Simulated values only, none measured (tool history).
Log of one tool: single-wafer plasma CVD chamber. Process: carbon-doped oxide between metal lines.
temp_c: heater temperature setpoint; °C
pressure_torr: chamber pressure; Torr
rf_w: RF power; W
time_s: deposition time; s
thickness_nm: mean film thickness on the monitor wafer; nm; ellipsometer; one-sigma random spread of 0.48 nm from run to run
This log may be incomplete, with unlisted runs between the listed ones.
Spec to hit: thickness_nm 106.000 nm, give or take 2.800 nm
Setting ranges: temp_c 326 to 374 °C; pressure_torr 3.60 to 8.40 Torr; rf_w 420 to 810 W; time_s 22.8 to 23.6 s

{"run": 1, "hour": 0.0, "temp_c": 350, "pressure_torr": 6.0, "rf_w": 615, "time_s": 22.8, "thickness_nm": 132.01}
{"run": 2, "hour": 7.6, "temp_c": 350, "pressure_torr": 6.0, "rf_w": 615, "time_s": 23.6, "thickness_nm": 135.95}
{"run": 3, "hour": 14.3, "temp_c": 350, "pressure_torr": 6.52, "rf_w": 615, "time_s": 23.6, "thickness_nm": 137.4}
{"run": 4, "hour": 15.6, "temp_c": 350, "pressure_torr": 6.52, "rf_w": 700, "time_s": 23.6, "thickness_nm": 150.66}
{"run": 5, "hour": 20.5, "temp_c": 351, "pressure_torr": 6.45, "rf_w": 655, "time_s": 23.5, "thickness_nm": 142.33}
{"run": 6, "hour": 21.9, "temp_c": 347, "pressure_torr": 6.45, "rf_w": 655, "time_s": 23.5, "thickness_nm": 144.28}
{"run": 7, "hour": 24.2, "temp_c": 349, "pressure_torr": 6.36, "rf_w": 620, "time_s": 23.4, "thickness_nm": 138.28}
{"run": 8, "hour": 26.3, "temp_c": 351, "pressure_torr": 6.17, "rf_w": 590, "time_s": 23.3, "thickness_nm": 132.03}
{"run": 9, "hour": 28.5, "temp_c": 352, "pressure_torr": 6.07, "rf_w": 560, "time_s": 23.2, "thickness_nm": 125.89}
{"run": 10, "hour": 37.2, "temp_c": 352, "pressure_torr": 6.07, "rf_w": 560, "time_s": 23.2, "thickness_nm": 124.76}
{"run": 11, "hour": 40.1, "temp_c": 354, "pressure_torr": 5.99, "rf_w": 545, "time_s": 23.2, "thickness_nm": 122.0}
{"run": 12, "hour": 47.1, "temp_c": 356, "pressure_torr": 5.91, "rf_w": 535, "time_s": 23.2, "thickness_nm": 119.02}
{"run": 13, "hour": 48.5, "temp_c": 358, "pressure_torr": 5.83, "rf_w": 530, "time_s": 23.2, "thickness_nm": 118.32}

4 next moves are on the table. One of them brings every result within its allowed miss. Which?
{"run": "A", "hour": 49.9, "temp_c": 357, "pressure_torr": 5.41, "rf_w": 580, "time_s": 23.6, "thickness_nm": "?"}
{"run": "B", "hour": 49.9, "temp_c": 354, "pressure_torr": 5.77, "rf_w": 475, "time_s": 22.8, "thickness_nm": "?"}
{"run": "C", "hour": 49.9, "temp_c": 364, "pressure_torr": 7.48, "rf_w": 500, "time_s": 22.9, "thickness_nm": "?"}
{"run": "D", "hour": 49.9, "temp_c": 363, "pressure_torr": 5.26, "rf_w": 440, "time_s": 22.8, "thickness_nm": "?"}

move=A thickness_nm=126.260
move=B thickness_nm=106.790
move=C thickness_nm=111.690
move=D thickness_nm=96.263
A: misses by more than the last run did
B: all results land within tolerance of their targets
C: closer than the last run, but not yet in spec
D: takes the biggest miss from the last run beyond its target
Correct choice: B, which meets every target

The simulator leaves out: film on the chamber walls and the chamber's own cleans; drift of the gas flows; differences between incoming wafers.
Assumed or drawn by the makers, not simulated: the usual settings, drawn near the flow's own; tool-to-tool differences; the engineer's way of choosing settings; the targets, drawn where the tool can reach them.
